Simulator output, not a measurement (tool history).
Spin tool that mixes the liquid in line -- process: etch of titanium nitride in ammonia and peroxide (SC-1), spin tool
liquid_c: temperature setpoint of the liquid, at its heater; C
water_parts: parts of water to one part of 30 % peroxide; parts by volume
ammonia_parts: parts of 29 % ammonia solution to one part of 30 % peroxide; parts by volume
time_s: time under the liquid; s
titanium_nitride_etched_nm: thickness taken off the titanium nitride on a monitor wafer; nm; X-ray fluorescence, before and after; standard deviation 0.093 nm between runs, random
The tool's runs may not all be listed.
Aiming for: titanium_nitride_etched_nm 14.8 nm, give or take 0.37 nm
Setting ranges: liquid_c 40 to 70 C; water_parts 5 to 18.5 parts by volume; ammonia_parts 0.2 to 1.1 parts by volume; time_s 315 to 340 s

| run | hour | liquid_c | water_parts | ammonia_parts | time_s | titanium_nitride_etched_nm |
|---|---|---|---|---|---|---|
| 1 | 0 | 56 | 10.5 | 0.6 | 315 | 29.364 |
| 2 | 5.3 | 56 | 10.5 | 0.75 | 315 | 30.451 |
| 3 | 7.2 | 53 | 10.5 | 0.75 | 315 | 24.874 |
| 4 | 8.1 | 53 | 10.5 | 0.75 | 340 | 27.063 |
| 5 | 9.7 | 53 | 10.5 | 0.85 | 340 | 27.278 |
| 6 | 17 | 53 | 10.5 | 1.05 | 340 | 28.439 |
| 7 | 24.7 | 50.5 | 10.5 | 1.05 | 340 | 24.058 |
| 8 | 26 | 48.5 | 10.5 | 1.05 | 340 | 20.734 |
| 9 | 26.9 | 43 | 10.5 | 1.05 | 340 | 14.105 |

4 next moves are on the table. One of them brings every result within its allowed miss. Which?
| A | 27.8 | 43 | 12 | 1.05 | 340 | ? |
| B | 27.8 | 43.5 | 9 | 1.1 | 340 | ? |
| C | 27.8 | 43.5 | 9.5 | 1 | 330 | ? |
| D | 27.8 | 43 | 7.5 | 0.9 | 325 | ? |

| move | titanium_nitride_etched_nm |
|---|---|
| A | 13.086 |
| B | 15.777 |
| C | 14.708 |
| D | 15.436 |
A: further off than the last run
B: pushes the last run's worst result past its target
C: hits every target within its allowed miss
D: pushes the last run's worst result past its target
C meets every target.
